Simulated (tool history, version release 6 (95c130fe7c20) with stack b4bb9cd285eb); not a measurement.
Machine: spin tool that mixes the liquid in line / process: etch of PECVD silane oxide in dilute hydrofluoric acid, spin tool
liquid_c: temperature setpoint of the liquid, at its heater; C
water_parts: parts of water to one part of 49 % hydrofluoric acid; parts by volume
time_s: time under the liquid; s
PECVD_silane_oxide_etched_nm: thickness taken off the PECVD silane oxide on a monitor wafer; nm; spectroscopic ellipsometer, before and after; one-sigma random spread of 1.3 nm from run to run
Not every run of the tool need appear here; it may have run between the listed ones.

run	hour	liquid_c	water_parts	time_s	PECVD_silane_oxide_etched_nm
1	0.0	22.0	90	140	44.511
2	2.9	23.0	80	140	53.507
3	6.4	24.0	70	140	64.937
4	11.9	25.0	65	140	73.351
5	20.7	25.5	60	140	80.510
6	28.7	27.0	60	140	86.880

Expected results for the next run?
7	33.6	30.0	25	140	?

Run 7 produced PECVD_silane_oxide_etched_nm 246.470 nm.
